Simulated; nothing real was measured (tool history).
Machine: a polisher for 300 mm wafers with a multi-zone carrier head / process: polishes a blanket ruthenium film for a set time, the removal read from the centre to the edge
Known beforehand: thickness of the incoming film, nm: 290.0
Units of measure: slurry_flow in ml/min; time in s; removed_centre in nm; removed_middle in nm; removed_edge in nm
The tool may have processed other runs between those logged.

run	hour	slurry_flow	centre_zone	middle_zone	edge_zone	time	removed_centre	removed_middle	removed_edge
1	0.0	290	1.00	1.00	1.00	64	96.075	96.540	97.537
2	2.6	290	1.00	1.00	0.95	64	96.649	97.473	95.263
3	3.3	300	1.00	0.98	1.03	68	102.530	100.890	105.380
4	8.1	235	1.00	0.98	1.03	68	98.369	97.045	102.270
5	10.2	280	1.00	0.96	1.09	70	105.490	101.410	111.030
6	15.3	280	1.00	0.96	1.09	54	82.227	78.328	84.026

The next listed run, before its measurement:
7	17.1	285	0.99	0.94	1.12	61	?	?	?

{"run 7": {"removed_centre": 90.797, "removed_middle": 87.336, "removed_edge": 97.524}}

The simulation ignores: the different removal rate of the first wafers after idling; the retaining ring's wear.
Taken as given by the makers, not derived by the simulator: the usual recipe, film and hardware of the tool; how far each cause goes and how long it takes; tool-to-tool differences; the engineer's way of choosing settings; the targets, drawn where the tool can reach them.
